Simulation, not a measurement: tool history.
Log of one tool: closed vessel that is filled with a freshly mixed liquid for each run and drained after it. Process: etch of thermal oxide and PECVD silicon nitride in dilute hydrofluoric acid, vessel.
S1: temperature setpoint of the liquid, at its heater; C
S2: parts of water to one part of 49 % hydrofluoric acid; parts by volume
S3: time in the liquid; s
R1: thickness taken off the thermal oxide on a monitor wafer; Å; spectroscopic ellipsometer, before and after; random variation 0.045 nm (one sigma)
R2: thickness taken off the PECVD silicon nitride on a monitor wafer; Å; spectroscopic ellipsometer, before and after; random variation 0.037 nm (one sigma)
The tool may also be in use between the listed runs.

| run | hour | S1 | S2 | S3 | R1 | R2 |
|---|---|---|---|---|---|---|
| 1 | 0 | 23 | 60 | 70 | 51.892 | 48.674 |
| 2 | 6.4 | 22 | 55 | 70 | 53.371 | 49.499 |
| 3 | 14.7 | 21 | 50 | 70 | 57.046 | 50.975 |
| 4 | 22.4 | 21 | 50 | 95 | 79.138 | 68.927 |
| 5 | 31.3 | 21 | 50 | 115 | 94.084 | 82.639 |
| 6 | 39 | 20 | 60 | 115 | 75.172 | 64.47 |
| 7 | 46.3 | 19.5 | 65 | 115 | 68.005 | 57.759 |
| 8 | 53.7 | 19 | 70 | 115 | 60.31 | 53.162 |

Forecast run 9:
| 9 | 60.4 | 19 | 70 | 115 | ? | ? |

Run 9 gave R1 60.075 Å, R2 52.447 Å.

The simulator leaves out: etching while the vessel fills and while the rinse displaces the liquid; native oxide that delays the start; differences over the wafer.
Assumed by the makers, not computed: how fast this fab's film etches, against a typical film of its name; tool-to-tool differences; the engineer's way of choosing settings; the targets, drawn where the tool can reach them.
